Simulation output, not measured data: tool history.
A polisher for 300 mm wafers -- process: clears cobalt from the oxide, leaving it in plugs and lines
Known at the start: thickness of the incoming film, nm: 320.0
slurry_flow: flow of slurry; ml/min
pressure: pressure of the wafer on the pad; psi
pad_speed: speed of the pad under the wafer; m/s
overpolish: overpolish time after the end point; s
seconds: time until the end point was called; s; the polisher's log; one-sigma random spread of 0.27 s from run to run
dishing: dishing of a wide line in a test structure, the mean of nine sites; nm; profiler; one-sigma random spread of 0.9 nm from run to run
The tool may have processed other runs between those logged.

run	hour	slurry_flow	pressure	pad_speed	overpolish	seconds	dishing
1	0	245	2.3	1.24	14	44.493	42.809
2	3.4	245	2.3	1.24	19	45.125	45.968
3	5.1	245	2.6	1.26	17	39.165	47.749
4	6.4	245	2.6	1.26	12	39.077	42.729
5	11.3	275	2.6	1.26	12	38.251	42.328
6	15.5	235	2.6	1.26	12	39.376	43.157
7	19.3	245	2.9	1.28	12	34.956	43.15
8	28.1	250	3.1	1.32	13	31.492	47.308

Run 9 has not been measured yet. What should we expect?
9	33.4	255	3.2	1.36	12	?	?

seconds: 29.782 s
dishing: 45.453 nm

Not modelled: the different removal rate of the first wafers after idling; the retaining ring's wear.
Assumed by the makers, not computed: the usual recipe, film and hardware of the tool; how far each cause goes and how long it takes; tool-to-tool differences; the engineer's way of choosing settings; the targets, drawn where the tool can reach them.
